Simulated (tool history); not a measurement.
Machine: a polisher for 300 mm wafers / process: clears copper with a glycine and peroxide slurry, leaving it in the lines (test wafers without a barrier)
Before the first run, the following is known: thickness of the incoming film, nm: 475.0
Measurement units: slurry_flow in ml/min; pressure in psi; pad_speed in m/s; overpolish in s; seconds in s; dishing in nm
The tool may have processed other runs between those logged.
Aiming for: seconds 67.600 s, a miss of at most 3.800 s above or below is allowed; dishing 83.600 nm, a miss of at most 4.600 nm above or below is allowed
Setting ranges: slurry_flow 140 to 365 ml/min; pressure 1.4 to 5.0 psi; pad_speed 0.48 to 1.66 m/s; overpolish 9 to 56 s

run,day,slurry_flow,pressure,pad_speed,overpolish,seconds,dishing
1,0.000,235,3.2,1.06,29,60.444,139.180
2,0.304,235,3.1,1.06,26,61.324,125.800
3,0.475,205,3.1,1.06,26,62.821,125.560
4,0.558,160,3.1,1.06,26,66.532,121.630
5,0.604,165,3.0,1.06,24,66.248,117.010
6,0.888,165,2.9,1.06,22,69.691,104.700
7,1.238,170,2.9,1.12,11,64.834,61.073
# day 1.575: worn pad replaced by a new one
8,1.575,170,2.9,1.10,12,62.308,65.442
9,1.938,170,2.9,1.08,13,63.304,71.319
10,2.225,170,2.9,1.06,13,66.661,70.249
11,2.521,170,2.9,1.04,13,66.470,70.867
12,2.662,170,2.9,1.02,13,69.295,68.736
13,2.733,170,2.9,1.02,14,65.619,73.236
14,3.108,170,2.9,1.00,14,69.356,71.800

Next run, 4 choices. One meets every target within its allowed miss, the rest don't. Which?
A,3.483,240,3.7,0.74,16,?,?
B,3.483,140,2.4,1.14,15,?,?
C,3.483,145,2.4,1.10,16,?,?
D,3.483,150,2.7,1.02,21,?,?

move,seconds,dishing
A,66.922,82.226
B,72.351,70.834
C,73.917,73.487
D,71.183,95.090
A: meets every target
B: lands further from the targets than the last run did
C: closer than the last run, but not yet in spec
D: carries the result that was furthest off beyond its target, to the other side
Correct choice: A, which meets every target

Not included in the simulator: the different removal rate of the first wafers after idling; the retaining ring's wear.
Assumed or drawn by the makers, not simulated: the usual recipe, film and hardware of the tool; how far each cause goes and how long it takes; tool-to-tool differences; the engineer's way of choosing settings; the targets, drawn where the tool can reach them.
